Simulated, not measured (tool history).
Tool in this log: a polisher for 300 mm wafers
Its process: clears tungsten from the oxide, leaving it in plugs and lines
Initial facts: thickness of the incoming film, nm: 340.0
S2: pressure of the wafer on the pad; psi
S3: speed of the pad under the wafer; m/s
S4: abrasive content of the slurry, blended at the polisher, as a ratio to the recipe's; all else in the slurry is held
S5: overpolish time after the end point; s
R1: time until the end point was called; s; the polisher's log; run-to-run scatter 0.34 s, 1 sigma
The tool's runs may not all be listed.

{"run": 1, "hour": 0.0, "flow of slurry (ml/min)": 170, "S2": 4.3, "S3": 1.06, "S4": 1, "S5": 6, "R1": 53.684}
{"run": 2, "hour": 5.0, "flow of slurry (ml/min)": 170, "S2": 5, "S3": 1.1, "S4": 1, "S5": 6, "R1": 45.943}
{"run": 3, "hour": 12.4, "flow of slurry (ml/min)": 170, "S2": 5, "S3": 1.24, "S4": 1, "S5": 6, "R1": 39.628}
{"run": 4, "hour": 17.0, "flow of slurry (ml/min)": 170, "S2": 5, "S3": 0.98, "S4": 1, "S5": 6, "R1": 51.391}
{"run": 5, "hour": 18.8, "flow of slurry (ml/min)": 170, "S2": 4.1, "S3": 0.98, "S4": 1, "S5": 6, "R1": 63.431}
{"run": 6, "hour": 19.8, "flow of slurry (ml/min)": 130, "S2": 4.1, "S3": 0.98, "S4": 1, "S5": 6, "R1": 63.996}
{"run": 7, "hour": 21.5, "flow of slurry (ml/min)": 130, "S2": 4.8, "S3": 1.08, "S4": 1, "S5": 6, "R1": 51.762}
{"run": 8, "hour": 27.2, "flow of slurry (ml/min)": 145, "S2": 5.3, "S3": 1.14, "S4": 1, "S5": 6, "R1": 43.196}
{"run": 9, "hour": 35.6, "flow of slurry (ml/min)": 155, "S2": 5.7, "S3": 1.2, "S4": 1, "S5": 6, "R1": 37.189}

Run 10 comes next. What will it give?
{"run": 10, "hour": 39.8, "flow of slurry (ml/min)": 165, "S2": 6, "S3": 1.24, "S4": 1, "S5": 6, "R1": "?"}

{"run 10": {"R1": 33.904}}
